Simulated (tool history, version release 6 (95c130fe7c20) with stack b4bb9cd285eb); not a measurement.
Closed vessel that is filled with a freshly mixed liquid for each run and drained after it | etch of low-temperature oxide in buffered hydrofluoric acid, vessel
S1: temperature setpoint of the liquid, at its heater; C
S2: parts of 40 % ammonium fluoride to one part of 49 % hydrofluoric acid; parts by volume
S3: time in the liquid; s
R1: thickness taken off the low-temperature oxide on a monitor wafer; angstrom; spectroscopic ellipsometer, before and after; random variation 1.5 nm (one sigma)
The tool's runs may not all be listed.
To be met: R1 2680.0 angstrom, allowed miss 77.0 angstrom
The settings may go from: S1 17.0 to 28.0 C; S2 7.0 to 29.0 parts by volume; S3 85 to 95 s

{"run": 1, "hour": 0.0, "S1": 20.0, "S2": 18.0, "S3": 85, "R1": 1465.6}
{"run": 2, "hour": 2.3, "S1": 20.0, "S2": 18.0, "S3": 95, "R1": 1658.0}
{"run": 3, "hour": 5.0, "S1": 22.0, "S2": 17.5, "S3": 95, "R1": 1901.7}
{"run": 4, "hour": 11.0, "S1": 18.5, "S2": 17.5, "S3": 95, "R1": 1560.6}
{"run": 5, "hour": 18.9, "S1": 18.5, "S2": 20.5, "S3": 95, "R1": 1356.5}
{"run": 6, "hour": 27.4, "S1": 21.0, "S2": 19.5, "S3": 95, "R1": 1620.4}
{"run": 7, "hour": 36.2, "S1": 23.0, "S2": 18.5, "S3": 95, "R1": 1905.4}
{"run": 8, "hour": 42.7, "S1": 23.0, "S2": 18.5, "S3": 95, "R1": 1892.7}
{"run": 9, "hour": 44.2, "S1": 24.5, "S2": 18.0, "S3": 95, "R1": 2112.8}
{"run": 10, "hour": 52.0, "S1": 25.5, "S2": 17.5, "S3": 95, "R1": 2310.0}
{"run": 11, "hour": 56.9, "S1": 26.0, "S2": 17.5, "S3": 95, "R1": 2347.5}
{"run": 12, "hour": 57.8, "S1": 26.5, "S2": 17.5, "S3": 95, "R1": 2427.7}
{"run": 13, "hour": 64.0, "S1": 27.0, "S2": 17.5, "S3": 95, "R1": 2505.8}

Which of these 4 next moves meets every target?
{"run": "A", "hour": 70.2, "S1": 26.5, "S2": 17.5, "S3": 95, "R1": "?"}
{"run": "B", "hour": 70.2, "S1": 25.5, "S2": 15.0, "S3": 85, "R1": "?"}
{"run": "C", "hour": 70.2, "S1": 25.0, "S2": 13.0, "S3": 85, "R1": "?"}
{"run": "D", "hour": 70.2, "S1": 27.5, "S2": 16.5, "S3": 85, "R1": "?"}

move=A R1=2450.3
move=B R1=2417.1
move=C R1=2707.0
move=D R1=2451.0
A: further off than the last run
B: further off than the last run
C: meets every target
D: further off than the last run
The right move is C.
